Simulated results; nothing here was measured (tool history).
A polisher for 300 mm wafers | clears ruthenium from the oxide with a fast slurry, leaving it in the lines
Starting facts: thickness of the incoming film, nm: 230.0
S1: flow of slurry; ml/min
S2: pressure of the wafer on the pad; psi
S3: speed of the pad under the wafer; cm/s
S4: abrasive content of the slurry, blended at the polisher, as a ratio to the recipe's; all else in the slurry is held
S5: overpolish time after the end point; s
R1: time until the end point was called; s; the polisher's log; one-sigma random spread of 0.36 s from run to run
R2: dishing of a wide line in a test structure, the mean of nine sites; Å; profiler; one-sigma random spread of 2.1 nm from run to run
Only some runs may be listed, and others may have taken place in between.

| run | hour | S1 | S2 | S3 | S4 | S5 | R1 | R2 |
|---|---|---|---|---|---|---|---|---|
| 1 | 0.0 | 135 | 3.0 | 118 | 1.0 | 30 | 39.150 | 1019.30 |
| 2 | 0.7 | 135 | 2.4 | 118 | 1.0 | 30 | 48.373 | 905.00 |
| 3 | 3.4 | 135 | 2.8 | 118 | 1.0 | 30 | 41.462 | 980.34 |
| 4 | 9.9 | 135 | 3.5 | 118 | 1.0 | 30 | 33.398 | 1083.00 |
| 5 | 18.7 | 135 | 3.5 | 118 | 1.0 | 40 | 33.696 | 1331.80 |
| 6 | 21.3 | 135 | 3.7 | 118 | 1.0 | 36 | 32.344 | 1236.60 |
| 7 | 25.7 | 135 | 3.9 | 120 | 1.0 | 33 | 30.915 | 1246.80 |
| 8 | 30.8 | 135 | 4.1 | 124 | 1.0 | 29 | 28.026 | 1257.00 |

The next listed run, before its measurement:
| 9 | 35.9 | 140 | 4.2 | 126 | 1.0 | 26 | ? | ? |

Run 9 yielded R1 26.119 s, R2 1182.90 Å.
